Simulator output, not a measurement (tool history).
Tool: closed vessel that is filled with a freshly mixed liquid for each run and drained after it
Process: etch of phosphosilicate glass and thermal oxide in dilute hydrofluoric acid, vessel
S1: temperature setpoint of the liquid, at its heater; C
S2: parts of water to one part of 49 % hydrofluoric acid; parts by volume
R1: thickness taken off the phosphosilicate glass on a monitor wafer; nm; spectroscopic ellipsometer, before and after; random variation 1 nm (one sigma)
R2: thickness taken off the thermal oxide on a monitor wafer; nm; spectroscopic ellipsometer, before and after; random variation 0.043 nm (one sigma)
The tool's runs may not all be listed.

Run 1, day 0: S1 22 C, S2 95 parts by volume, time in the liquid (s) 60. Result: R1 55.296 nm, R2 2.7885 nm.
Run 2, day 0.071: S1 23.5 C, S2 90 parts by volume, time in the liquid (s) 60. Result: R1 60.241 nm, R2 3.1897 nm.
Run 3, day 0.354: S1 20 C, S2 90 parts by volume, time in the liquid (s) 60. Result: R1 52.778 nm, R2 2.7326 nm.
Run 4, day 0.483: S1 22 C, S2 85 parts by volume, time in the liquid (s) 60. Result: R1 61.527 nm, R2 3.2 nm.
Run 5, day 0.775: S1 23.5 C, S2 80 parts by volume, time in the liquid (s) 60. Result: R1 70.115 nm, R2 3.5346 nm.
Run 6, day 0.9: S1 25 C, S2 80 parts by volume, time in the liquid (s) 60. Result: R1 73.451 nm, R2 3.7799 nm.
Run 7, day 0.962: S1 28.5 C, S2 55 parts by volume, time in the liquid (s) 60. Result: R1 130.34 nm, R2 6.5784 nm.

The next listed run, before its measurement:
At day 1.333: thermometer replaced.
Run 8, day 1.333: S1 27.5 C, S2 55 parts by volume, time in the liquid (s) 60. Result: R1 ?, R2 ?.

Run 8 gave R1 131.17 nm, R2 6.6305 nm.
